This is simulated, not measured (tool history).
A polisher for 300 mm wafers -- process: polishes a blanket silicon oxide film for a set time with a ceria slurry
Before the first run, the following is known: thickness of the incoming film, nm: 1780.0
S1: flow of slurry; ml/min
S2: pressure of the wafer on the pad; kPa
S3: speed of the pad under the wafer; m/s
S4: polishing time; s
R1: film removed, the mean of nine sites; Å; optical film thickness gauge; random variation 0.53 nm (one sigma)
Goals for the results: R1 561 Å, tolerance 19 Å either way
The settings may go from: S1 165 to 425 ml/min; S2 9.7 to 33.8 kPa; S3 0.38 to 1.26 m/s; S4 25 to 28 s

run,hour,S1,S2,S3,S4,R1
1,0,275,21.4,0.82,28,932.25
2,1.5,275,21.4,0.82,25,835.06
3,6.4,275,25.5,0.82,25,983.88
4,13.8,275,25.5,0.92,25,1073.5
5,14.4,275,25.5,0.84,25,1007.5
6,19.6,275,23.4,0.84,25,924.14
7,20.3,275,22.1,0.84,25,857.29
8,25.7,275,15.9,0.82,25,632.82

Below are 5 possible settings for the next run. Only one of them brings all results inside the allowed miss of their targets. Which is it?
A,31.1,310,12.4,1.1,28,?
B,31.1,300,15.2,0.76,26,?
C,31.1,240,13.8,0.86,25,?
D,31.1,260,16.5,0.82,26,?
E,31.1,300,15.9,0.8,28,?

move,R1
A,689.18
B,598.94
C,556.57
D,674.12
E,696.06
A: misses by more than the last run did
B: nearer than the last run, and not there yet
C: all results in spec
D: misses by more than the last run did
E: misses by more than the last run did
So the answer is move C, the one that meets all the targets.

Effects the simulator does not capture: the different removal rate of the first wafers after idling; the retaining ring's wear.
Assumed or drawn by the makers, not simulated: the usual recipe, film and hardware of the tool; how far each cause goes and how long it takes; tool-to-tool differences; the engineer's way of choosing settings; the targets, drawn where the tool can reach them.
